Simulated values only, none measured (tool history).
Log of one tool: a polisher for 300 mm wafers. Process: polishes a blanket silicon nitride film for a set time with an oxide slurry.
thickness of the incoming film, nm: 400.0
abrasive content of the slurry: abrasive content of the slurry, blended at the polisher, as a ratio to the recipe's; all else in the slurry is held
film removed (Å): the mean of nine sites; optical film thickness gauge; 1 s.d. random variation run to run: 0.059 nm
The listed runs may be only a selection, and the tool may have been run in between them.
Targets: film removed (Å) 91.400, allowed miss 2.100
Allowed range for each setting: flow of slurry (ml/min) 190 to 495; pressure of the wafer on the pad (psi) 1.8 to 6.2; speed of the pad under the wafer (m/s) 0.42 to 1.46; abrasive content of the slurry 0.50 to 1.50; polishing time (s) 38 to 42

run  hour  flow of slurry (ml/min)  pressure of the wafer on the pad (psi)  speed of the pad under the wafer (m/s)  abrasive content of the slurry  polishing time (s)  film removed (Å)
  1   0.0                      320                                     4.0                                    0.94                            1.00                  42           217.060
  2   2.0                      320                                     3.7                                    0.88                            1.00                  42           195.930
  3   4.4                      280                                     3.7                                    0.88                            1.00                  42           193.570
  4   8.4                      280                                     3.7                                    0.88                            1.00                  42           193.650
  5  13.5                      225                                     3.7                                    0.88                            1.00                  42           187.540
  6  21.2                      225                                     3.7                                    0.88                            0.80                  42           163.580
  7  27.5                      225                                     3.4                                    0.86                            0.80                  42           152.700
  8  28.4                      225                                     3.2                                    0.84                            0.80                  42           144.070
  9  32.6                      225                                     3.0                                    0.82                            0.80                  42           135.000
 10  38.7                      225                                     2.8                                    0.80                            0.80                  42           127.850
     46.8  -- worn pad replaced by a new one
 11  46.8                      225                                     2.7                                    0.78                            0.80                  42           136.360
 12  51.8                      220                                     2.6                                    0.74                            0.75                  42           123.410
 13  55.7                      215                                     2.5                                    0.70                            0.75                  42           114.690
 14  58.2                      215                                     2.4                                    0.68                            0.75                  42           108.960

Below are 4 possible settings for the next run. Only one of them brings all results inside the allowed miss of their targets. Which is it?
  A  60.7                      195                                     1.8                                    0.80                            0.80                  38                 ?
  B  60.7                      190                                     3.4                                    0.74                            0.50                  38                 ?
  C  60.7                      270                                     2.1                                    0.68                            0.70                  41                 ?
  D  60.7                      190                                     2.9                                    0.46                            0.95                  39                 ?

move  film removed (Å)
   A            97.465
   B            91.802
   C            94.866
   D            94.771
A: closes in on the targets versus the last run, not all within tolerance yet
B: meets every target
C: closes in on the targets versus the last run, not all within tolerance yet
D: closes in on the targets versus the last run, not all within tolerance yet
The right move is B.
